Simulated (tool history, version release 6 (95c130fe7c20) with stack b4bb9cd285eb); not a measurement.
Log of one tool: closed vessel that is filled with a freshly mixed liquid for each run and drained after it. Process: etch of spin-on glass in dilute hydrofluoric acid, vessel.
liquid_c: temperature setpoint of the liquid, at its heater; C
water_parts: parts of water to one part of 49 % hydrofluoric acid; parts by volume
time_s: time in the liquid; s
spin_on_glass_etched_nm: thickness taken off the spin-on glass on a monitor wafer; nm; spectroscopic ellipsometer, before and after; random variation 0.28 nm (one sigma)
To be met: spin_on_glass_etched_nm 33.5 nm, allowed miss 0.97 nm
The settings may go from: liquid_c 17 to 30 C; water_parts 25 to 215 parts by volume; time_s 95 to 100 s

{"run": 1, "hour": 0.0, "liquid_c": 22, "water_parts": 120, "time_s": 95, "spin_on_glass_etched_nm": 49.68}
{"run": 2, "hour": 4.3, "liquid_c": 21.5, "water_parts": 125, "time_s": 95, "spin_on_glass_etched_nm": 46.292}
{"run": 3, "hour": 12.2, "liquid_c": 21.5, "water_parts": 125, "time_s": 95, "spin_on_glass_etched_nm": 47.288}
{"run": 4, "hour": 13.4, "liquid_c": 21, "water_parts": 130, "time_s": 95, "spin_on_glass_etched_nm": 43.914}
{"run": 5, "hour": 16.3, "liquid_c": 20.5, "water_parts": 130, "time_s": 95, "spin_on_glass_etched_nm": 43.087}
{"run": 6, "hour": 21.7, "liquid_c": 20.5, "water_parts": 95, "time_s": 95, "spin_on_glass_etched_nm": 61.39}
{"run": 7, "hour": 29.0, "liquid_c": 20, "water_parts": 100, "time_s": 95, "spin_on_glass_etched_nm": 57.072}
{"run": 8, "hour": 32.1, "liquid_c": 19.5, "water_parts": 105, "time_s": 95, "spin_on_glass_etched_nm": 53.259}
{"run": 9, "hour": 37.7, "liquid_c": 17, "water_parts": 150, "time_s": 95, "spin_on_glass_etched_nm": 32.174}

4 next moves are on the table. One of them brings every result within its allowed miss. Which?
{"run": "A", "hour": 43.3, "liquid_c": 17, "water_parts": 135, "time_s": 95, "spin_on_glass_etched_nm": "?"}
{"run": "B", "hour": 43.3, "liquid_c": 17, "water_parts": 140, "time_s": 100, "spin_on_glass_etched_nm": "?"}
{"run": "C", "hour": 43.3, "liquid_c": 17.5, "water_parts": 145, "time_s": 95, "spin_on_glass_etched_nm": "?"}
{"run": "D", "hour": 43.3, "liquid_c": 19, "water_parts": 145, "time_s": 95, "spin_on_glass_etched_nm": "?"}

move=A spin_on_glass_etched_nm=35.761
move=B spin_on_glass_etched_nm=36.121
move=C spin_on_glass_etched_nm=33.653
move=D spin_on_glass_etched_nm=35.766
A: takes the result that was furthest off past its target
B: takes the result that was furthest off past its target
C: meets every target
D: takes the result that was furthest off past its target
The right move is C.
